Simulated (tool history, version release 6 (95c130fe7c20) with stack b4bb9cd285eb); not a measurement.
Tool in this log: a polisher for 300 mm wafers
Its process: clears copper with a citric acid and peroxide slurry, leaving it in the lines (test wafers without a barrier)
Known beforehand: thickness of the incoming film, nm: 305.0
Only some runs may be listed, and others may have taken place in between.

| run | hour | flow of slurry (ml/min) | pressure of the wafer on the pad (psi) | speed of the pad under the wafer (m/s) | abrasive content of the slurry | overpolish time after the end point (s) | time until the end point was called (s) | dishing of a wide line in a test structure (angstrom) |
|---|---|---|---|---|---|---|---|---|
| 1 | 0.0 | 205 | 4.1 | 0.98 | 1.00 | 13 | 106.95 | 240.30 |
| 2 | 4.2 | 205 | 3.8 | 1.00 | 1.00 | 11 | 112.01 | 197.14 |
| 3 | 7.8 | 205 | 3.8 | 1.00 | 1.15 | 11 | 111.28 | 196.49 |
| 4 | 15.8 | 205 | 3.3 | 1.06 | 1.25 | 9 | 110.81 | 167.47 |
| 5 | 16.5 | 205 | 3.3 | 1.16 | 1.25 | 9 | 100.18 | 177.35 |
| 6 | 18.1 | 185 | 2.9 | 1.18 | 1.30 | 8 | 108.07 | 150.51 |
| 7 | 19.3 | 170 | 2.6 | 1.20 | 1.35 | 7 | 110.36 | 126.36 |
| 8 | 25.2 | 160 | 2.4 | 1.20 | 1.40 | 6 | 117.15 | 106.11 |

Run 9 is up next; what results do you expect?
| 9 | 29.9 | 150 | 2.3 | 1.22 | 1.45 | 5 | ? | ? |

Run 9 came out at time until the end point was called (s) 117.59, dishing of a wide line in a test structure (angstrom) 90.33.
